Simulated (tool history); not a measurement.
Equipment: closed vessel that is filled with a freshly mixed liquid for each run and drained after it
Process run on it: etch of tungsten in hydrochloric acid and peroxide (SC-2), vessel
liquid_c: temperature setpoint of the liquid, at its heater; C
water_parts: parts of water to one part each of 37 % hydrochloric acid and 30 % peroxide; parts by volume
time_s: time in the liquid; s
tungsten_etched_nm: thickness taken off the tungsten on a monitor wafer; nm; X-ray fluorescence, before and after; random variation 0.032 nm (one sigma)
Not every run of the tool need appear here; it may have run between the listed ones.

run,day,liquid_c,water_parts,time_s,tungsten_etched_nm
1,0.000,49.0,5.5,100,16.2020
2,0.333,49.0,7.5,100,12.6200
3,0.396,47.5,7.5,100,11.4810
4,0.533,46.5,7.5,100,10.7630
5,0.596,46.5,7.5,110,11.8070
6,0.908,53.0,7.5,110,18.2040
7,1.275,50.5,7.5,110,15.4340
8,1.350,48.5,7.5,110,13.5650
9,1.675,48.5,7.5,110,13.5440
10,1.875,40.5,7.5,110,7.7768
11,2.254,40.0,7.5,110,7.5385
12,2.542,39.0,7.5,110,7.0499

For run 13, what comes out?
# day 2.904: chemicals flow meter replaced
13,2.904,39.5,7.5,110,?

{"run 13": {"tungsten_etched_nm": 7.956}}
